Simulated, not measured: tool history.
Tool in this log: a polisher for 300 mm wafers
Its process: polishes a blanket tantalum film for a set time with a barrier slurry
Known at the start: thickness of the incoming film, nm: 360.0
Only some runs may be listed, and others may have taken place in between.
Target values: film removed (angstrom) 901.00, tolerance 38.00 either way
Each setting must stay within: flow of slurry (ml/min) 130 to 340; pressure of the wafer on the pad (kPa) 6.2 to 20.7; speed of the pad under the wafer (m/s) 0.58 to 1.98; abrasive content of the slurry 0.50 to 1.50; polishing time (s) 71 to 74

run	hour	flow of slurry (ml/min)	pressure of the wafer on the pad (kPa)	speed of the pad under the wafer (m/s)	abrasive content of the slurry	polishing time (s)	film removed (angstrom)
1	0.0	220	13.1	1.28	1.00	71	1294.50
2	7.5	220	13.1	1.28	1.10	71	1353.20
3	9.2	220	13.1	1.28	0.95	71	1306.60
4	15.9	220	11.7	1.28	0.95	71	1157.60
5	21.1	220	11.0	1.28	0.95	71	1114.70
6	25.9	220	13.8	1.28	0.95	71	1350.90
7	32.0	220	12.4	1.28	0.95	71	1201.90
8	34.0	220	8.3	1.26	0.95	71	854.81

Exactly one of the 4 candidate moves below puts every result within its allowed miss. Which one?
A	36.0	250	7.6	1.20	0.95	74	?
B	36.0	200	7.6	1.26	1.05	73	?
C	36.0	260	10.3	1.04	1.00	71	?
D	36.0	225	8.3	1.18	1.00	71	?

move	film removed (angstrom)
A	799.10
B	821.50
C	898.51
D	813.79
A: its largest miss is bigger than the last run's
B: its largest miss is bigger than the last run's
C: all results land within tolerance of their targets
D: its largest miss is bigger than the last run's
So the answer is move C, the one that meets all the targets.

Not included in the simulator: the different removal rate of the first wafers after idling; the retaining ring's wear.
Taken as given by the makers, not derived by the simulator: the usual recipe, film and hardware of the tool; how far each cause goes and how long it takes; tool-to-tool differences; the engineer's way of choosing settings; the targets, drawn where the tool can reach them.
